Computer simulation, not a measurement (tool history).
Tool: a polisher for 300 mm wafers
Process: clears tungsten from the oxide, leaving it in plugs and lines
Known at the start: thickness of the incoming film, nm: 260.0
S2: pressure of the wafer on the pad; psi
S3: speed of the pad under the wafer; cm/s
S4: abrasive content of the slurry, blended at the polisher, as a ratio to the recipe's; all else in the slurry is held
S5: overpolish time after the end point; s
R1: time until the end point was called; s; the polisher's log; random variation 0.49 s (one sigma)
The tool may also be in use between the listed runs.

{"run": 1, "hour": 0.0, "flow of slurry (ml/min)": 310, "S2": 3.4, "S3": 122, "S4": 1.0, "S5": 11, "R1": 47.952}
{"run": 2, "hour": 2.5, "flow of slurry (ml/min)": 310, "S2": 3.6, "S3": 122, "S4": 1.0, "S5": 11, "R1": 45.195}
{"run": 3, "hour": 7.5, "flow of slurry (ml/min)": 310, "S2": 4.0, "S3": 122, "S4": 1.0, "S5": 11, "R1": 41.081}
{"run": 4, "hour": 8.2, "flow of slurry (ml/min)": 310, "S2": 4.0, "S3": 122, "S4": 1.0, "S5": 11, "R1": 41.612}
{"run": 5, "hour": 14.0, "flow of slurry (ml/min)": 310, "S2": 4.1, "S3": 122, "S4": 1.0, "S5": 11, "R1": 40.426}
{"run": 6, "hour": 19.5, "flow of slurry (ml/min)": 355, "S2": 4.1, "S3": 122, "S4": 1.0, "S5": 11, "R1": 38.545}

Forecast run 7:
{"run": 7, "hour": 23.6, "flow of slurry (ml/min)": 360, "S2": 4.1, "S3": 122, "S4": 1.0, "S5": 11, "R1": "?"}

{"run 7": {"R1": 39.041}}
